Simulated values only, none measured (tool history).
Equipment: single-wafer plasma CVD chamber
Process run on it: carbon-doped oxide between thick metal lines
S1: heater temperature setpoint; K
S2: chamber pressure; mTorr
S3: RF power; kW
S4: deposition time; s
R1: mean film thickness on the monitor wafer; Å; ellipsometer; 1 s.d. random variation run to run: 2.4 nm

Run 1, day 0: S1 633.15 K, S2 4400 mTorr, S3 0.615 kW, S4 76.1 s. Result: R1 4347 Å.
Run 2, day 0.042: S1 632.15 K, S2 4580 mTorr, S3 0.635 kW, S4 76.1 s. Result: R1 4401.6 Å.
Run 3, day 0.329: S1 632.15 K, S2 4580 mTorr, S3 0.635 kW, S4 72.6 s. Result: R1 4186.8 Å.
Run 4, day 0.646: S1 631.15 K, S2 4610 mTorr, S3 0.67 kW, S4 73.3 s. Result: R1 4388.2 Å.
Run 5, day 0.85: S1 631.15 K, S2 4620 mTorr, S3 0.695 kW, S4 73.7 s. Result: R1 4527.4 Å.
Run 6, day 0.954: S1 631.15 K, S2 4960 mTorr, S3 0.695 kW, S4 73.7 s. Result: R1 4567.6 Å.
Run 7, day 1.15: S1 631.15 K, S2 5020 mTorr, S3 0.71 kW, S4 73.9 s. Result: R1 4638.3 Å.
Run 8, day 1.325: S1 631.15 K, S2 5060 mTorr, S3 0.725 kW, S4 74.1 s. Result: R1 4703.2 Å.

For run 9, what comes out?
Run 9, day 1.667: S1 631.15 K, S2 5100 mTorr, S3 0.735 kW, S4 74.2 s. Result: R1 ?.

Run 9 measured R1 4738.4 Å.
